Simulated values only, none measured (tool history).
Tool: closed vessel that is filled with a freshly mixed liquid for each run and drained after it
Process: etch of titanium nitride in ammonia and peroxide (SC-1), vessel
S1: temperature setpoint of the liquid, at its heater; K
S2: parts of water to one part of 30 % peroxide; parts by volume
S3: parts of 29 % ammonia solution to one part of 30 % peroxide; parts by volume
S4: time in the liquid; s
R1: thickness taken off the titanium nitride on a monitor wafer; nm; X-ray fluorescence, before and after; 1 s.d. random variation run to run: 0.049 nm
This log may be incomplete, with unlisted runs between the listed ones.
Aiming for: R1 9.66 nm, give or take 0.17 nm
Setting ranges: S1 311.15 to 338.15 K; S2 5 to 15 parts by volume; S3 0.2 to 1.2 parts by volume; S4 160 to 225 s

run  hour      S1   S2    S3   S4      R1
  1     0  322.15  8.5  0.75  225  21.502
  2   3.7  318.15  8.5  0.75  225  16.123
  3   7.1  315.65  8.5  0.75  225  13.664
  4  14.4  315.65  8.5  0.65  225  13.301
  5  20.9  314.15  8.5  0.65  225  11.976
  6  21.8  317.15  8.5  0.65  225  14.916
  7  27.1  315.15  8.5  0.65  225  12.799
  8  34.5  315.15  8.5  0.65  225  12.899
  9  39.4  313.65  8.5  0.65  225  11.513
 10  45.5  312.65  8.5  0.65  225  10.738
 11  52.1  312.15  8.5  0.65  225  10.396
 12  53.9  311.65  8.5  0.65  225  9.9134

Below are 4 possible settings for the next run. Only one of them brings all results inside the allowed miss of their targets. Which is it?
  A  55.7  312.65     9   0.9  200   ?
  B  55.7  311.65     9   0.8  225   ?
  C  55.7  313.65    10   0.9  205   ?
  D  55.7  316.65  13.5  0.45  215   ?

move      R1
   A  9.7337
   B  9.9918
   C  10.183
   D  10.069
A: all results in spec
B: further off than the last run
C: further off than the last run
D: further off than the last run
A meets every target.

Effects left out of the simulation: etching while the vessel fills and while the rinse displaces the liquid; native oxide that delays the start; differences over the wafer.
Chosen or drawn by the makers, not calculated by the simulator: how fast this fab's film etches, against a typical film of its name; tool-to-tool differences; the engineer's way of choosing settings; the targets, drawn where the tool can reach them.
